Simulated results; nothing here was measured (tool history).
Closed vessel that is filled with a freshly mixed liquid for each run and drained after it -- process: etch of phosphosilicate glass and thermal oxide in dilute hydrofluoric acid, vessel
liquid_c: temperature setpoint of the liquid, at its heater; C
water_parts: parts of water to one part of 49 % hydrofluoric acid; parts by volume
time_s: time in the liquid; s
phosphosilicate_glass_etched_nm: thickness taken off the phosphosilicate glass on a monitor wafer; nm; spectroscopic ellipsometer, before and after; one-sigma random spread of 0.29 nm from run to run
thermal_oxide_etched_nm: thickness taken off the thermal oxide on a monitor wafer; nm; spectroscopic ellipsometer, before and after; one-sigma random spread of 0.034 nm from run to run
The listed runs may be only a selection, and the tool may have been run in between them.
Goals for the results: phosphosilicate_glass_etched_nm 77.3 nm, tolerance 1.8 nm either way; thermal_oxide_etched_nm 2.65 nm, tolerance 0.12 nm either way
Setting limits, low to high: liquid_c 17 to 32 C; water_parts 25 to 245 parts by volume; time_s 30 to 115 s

run	day	liquid_c	water_parts	time_s	phosphosilicate_glass_etched_nm	thermal_oxide_etched_nm
1	0	24	135	60	53.928	1.8633
2	0.179	25.5	135	60	57.064	1.9657
3	0.208	25.5	160	60	46.741	1.5864
4	0.396	27	155	60	51.5	1.7439
5	0.538	28	150	60	55.058	1.9141
6	0.738	28.5	145	60	58.778	1.9655
7	0.971	29	140	60	62.679	2.1867
8	1.158	29.5	140	60	63.939	2.1953
9	1.242	30	140	60	64.857	2.2495
10	1.479	30.5	135	60	69.245	2.3676
11	1.821	31	135	60	70.263	2.3664
12	1.875	31.5	130	60	74.998	2.5234

Which of these 5 next moves meets every target?
A	1.929	27	150	80	?	?
B	1.929	32	110	50	?	?
C	1.929	26.5	145	80	?	?
D	1.929	32	135	60	?	?
E	1.929	28.5	135	70	?	?

move	phosphosilicate_glass_etched_nm	thermal_oxide_etched_nm
A	71.808	2.4272
B	77.578	2.6223
C	73.36	2.4797
D	73.195	2.4741
E	75.205	2.5421
A: the biggest miss grows against the last run
B: in spec on every target
C: the biggest miss grows against the last run
D: the biggest miss grows against the last run
E: nearer the targets than the last run, but a result is still out of spec
B is the move that brings every result within its allowed miss.
